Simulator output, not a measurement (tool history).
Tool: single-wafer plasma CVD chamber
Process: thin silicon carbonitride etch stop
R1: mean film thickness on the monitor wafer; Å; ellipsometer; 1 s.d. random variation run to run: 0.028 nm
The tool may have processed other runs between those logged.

Run 1, hour 0.0: RF power (kW) 0.180, deposition time (s) 11.7. Result: R1 71.857 Å.
Run 2, hour 7.4: RF power (kW) 0.180, deposition time (s) 10.3. Result: R1 62.743 Å.
Run 3, hour 10.2: RF power (kW) 0.170, deposition time (s) 10.1. Result: R1 60.570 Å.
Run 4, hour 13.9: RF power (kW) 0.160, deposition time (s) 10.0. Result: R1 59.011 Å.
Run 5, hour 22.2: RF power (kW) 0.160, deposition time (s) 11.0. Result: R1 64.991 Å.
Run 6, hour 23.4: RF power (kW) 0.155, deposition time (s) 10.7. Result: R1 62.368 Å.
Run 7, hour 29.1: RF power (kW) 0.155, deposition time (s) 10.7. Result: R1 62.476 Å.
Run 8, hour 35.0: RF power (kW) 0.150, deposition time (s) 10.4. Result: R1 60.632 Å.
Run 9, hour 37.2: RF power (kW) 0.150, deposition time (s) 10.4. Result: R1 59.902 Å.

For run 10, what comes out?
Run 10, hour 41.9: RF power (kW) 0.145, deposition time (s) 10.2. Result: R1 ?.

R1: 58.633 Å

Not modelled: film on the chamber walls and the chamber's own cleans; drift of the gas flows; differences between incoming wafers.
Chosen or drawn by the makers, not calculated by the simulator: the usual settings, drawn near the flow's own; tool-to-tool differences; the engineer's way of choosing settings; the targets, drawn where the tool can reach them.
